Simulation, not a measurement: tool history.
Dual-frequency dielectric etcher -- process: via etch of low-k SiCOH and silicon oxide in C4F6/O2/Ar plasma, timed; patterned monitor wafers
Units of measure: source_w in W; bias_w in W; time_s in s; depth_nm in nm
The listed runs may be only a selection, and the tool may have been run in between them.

Run 1, hour 0.0: source_w 410 W, bias_w 238 W, time_s 54.0 s. Result: depth_nm 143.10 nm.
Run 2, hour 8.0: source_w 360 W, bias_w 238 W, time_s 54.0 s. Result: depth_nm 137.69 nm.
Run 3, hour 14.6: source_w 400 W, bias_w 251 W, time_s 54.0 s. Result: depth_nm 145.47 nm.
Run 4, hour 16.8: source_w 430 W, bias_w 257 W, time_s 54.0 s. Result: depth_nm 149.45 nm.
Run 5, hour 22.5: source_w 430 W, bias_w 257 W, time_s 54.0 s. Result: depth_nm 149.82 nm.
Run 6, hour 27.4: source_w 480 W, bias_w 257 W, time_s 54.0 s. Result: depth_nm 155.53 nm.

Run 7 is up next; what results do you expect?
Run 7, hour 34.1: source_w 500 W, bias_w 262 W, time_s 54.0 s. Result: depth_nm ?.

Run 7 came out at depth_nm 158.47 nm.

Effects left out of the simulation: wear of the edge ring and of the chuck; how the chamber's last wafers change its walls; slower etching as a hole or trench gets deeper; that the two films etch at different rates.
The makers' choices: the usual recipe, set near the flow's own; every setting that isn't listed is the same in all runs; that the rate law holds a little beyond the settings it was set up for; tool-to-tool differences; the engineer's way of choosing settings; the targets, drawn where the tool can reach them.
